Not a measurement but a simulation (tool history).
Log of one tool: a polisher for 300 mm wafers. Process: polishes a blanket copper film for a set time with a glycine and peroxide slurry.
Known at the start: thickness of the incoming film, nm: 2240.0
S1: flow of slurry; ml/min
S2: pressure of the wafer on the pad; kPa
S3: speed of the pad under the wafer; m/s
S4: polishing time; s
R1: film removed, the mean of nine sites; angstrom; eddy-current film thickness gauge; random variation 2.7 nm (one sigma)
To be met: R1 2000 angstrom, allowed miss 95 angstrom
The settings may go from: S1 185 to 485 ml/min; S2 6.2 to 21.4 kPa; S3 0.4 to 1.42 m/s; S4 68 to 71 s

run	hour	S1	S2	S3	S4	R1
1	0	310	13.8	0.9	68	2905.1
2	1.9	310	12.4	0.9	68	2702.6
3	10.1	310	11	0.88	68	2457.9
4	18	310	10.3	0.88	68	2381.5
5	19.1	310	10.3	0.88	68	2418.1
6	23.2	350	10.3	0.88	68	2417.4
7	26.1	350	10.3	0.88	68	2440.5
8	34.2	350	9.7	0.88	68	2265.3
9	43	350	9	0.88	68	2157.9

Which of these 4 next moves meets every target?
A	51.8	340	9.7	0.84	68	?
B	51.8	230	9	1	68	?
C	51.8	465	8.3	0.82	68	?
D	51.8	370	7.6	1.02	71	?

move	R1
A	2209.2
B	2291.7
C	2003.6
D	2226
A: further off than the last run
B: further off than the last run
C: meets every target
D: further off than the last run
The right move is C.
